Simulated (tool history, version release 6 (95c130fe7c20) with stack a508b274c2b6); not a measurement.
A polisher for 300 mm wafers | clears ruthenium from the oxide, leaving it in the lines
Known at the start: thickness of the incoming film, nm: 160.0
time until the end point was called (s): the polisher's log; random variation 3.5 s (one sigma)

run    day  flow of slurry (ml/min)  pressure of the wafer on the pad (psi)  speed of the pad under the wafer (m/s)  overpolish time after the end point (s)  time until the end point was called (s)
  1      0                      200                                     2.1                                    1.06                                        9                                   147.92
  2  0.262                      200                                       2                                    1.04                                        9                                    157.9
  3  0.304                      200                                     1.6                                    1.04                                        9                                   195.92
  4  0.617                      200                                     1.6                                     1.2                                        9                                   171.03
  5  0.812                      200                                     1.6                                     1.2                                        9                                   171.36
  6  0.954                      155                                     1.6                                     1.2                                        9                                   178.87
  7  1.254                      145                                       1                                    0.98                                        9                                   346.42
  8  1.471                      150                                       1                                    0.98                                        9                                   331.18

Forecast run 9:
  9  1.783                      155                                       1                                    0.98                                        9                                        ?

{"run 9": {"time until the end point was called (s)": 335.32}}
